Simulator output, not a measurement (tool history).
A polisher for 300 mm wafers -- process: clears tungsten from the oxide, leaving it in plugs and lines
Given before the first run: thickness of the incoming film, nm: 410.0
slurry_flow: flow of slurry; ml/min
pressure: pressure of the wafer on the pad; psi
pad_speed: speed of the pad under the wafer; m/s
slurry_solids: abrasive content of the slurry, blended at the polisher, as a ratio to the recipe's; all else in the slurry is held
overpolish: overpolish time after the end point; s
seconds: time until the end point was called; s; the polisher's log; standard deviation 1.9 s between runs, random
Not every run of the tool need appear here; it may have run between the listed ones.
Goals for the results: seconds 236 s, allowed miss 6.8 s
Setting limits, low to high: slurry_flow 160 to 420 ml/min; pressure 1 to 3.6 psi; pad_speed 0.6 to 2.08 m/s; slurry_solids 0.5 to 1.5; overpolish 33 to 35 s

| run | hour | slurry_flow | pressure | pad_speed | slurry_solids | overpolish | seconds |
|---|---|---|---|---|---|---|---|
| 1 | 0 | 270 | 2.3 | 1.34 | 1 | 33 | 127.15 |
| 2 | 3.6 | 270 | 1.9 | 1.32 | 1 | 33 | 155.4 |
| 3 | 12.1 | 270 | 1.5 | 1.32 | 1 | 33 | 190.88 |
| 4 | 14.2 | 270 | 1.4 | 1.32 | 1 | 33 | 202.3 |
| 5 | 16.9 | 270 | 1.3 | 1.32 | 1 | 33 | 213.6 |
| 6 | 23.4 | 270 | 1 | 1.32 | 1 | 33 | 263.62 |
| 7 | 28.2 | 275 | 1.1 | 1.32 | 1 | 33 | 246.52 |
| 8 | 37.2 | 275 | 1.2 | 1.32 | 1 | 33 | 229.65 |

Below are 4 possible settings for the next run. Only one of them brings all results inside the allowed miss of their targets. Which is it?
| A | 46.2 | 220 | 1 | 1.4 | 1.3 | 33 | ? |
| B | 46.2 | 295 | 1.4 | 1.22 | 0.9 | 33 | ? |
| C | 46.2 | 245 | 1.2 | 1.32 | 1.1 | 35 | ? |
| D | 46.2 | 220 | 1.6 | 1.06 | 1.15 | 35 | ? |

| move | seconds |
|---|---|
| A | 240.9 |
| B | 222.64 |
| C | 227.08 |
| D | 221.73 |
A: every result within its allowed miss
B: further off than the last run
C: further off than the last run
D: further off than the last run
A meets every target.
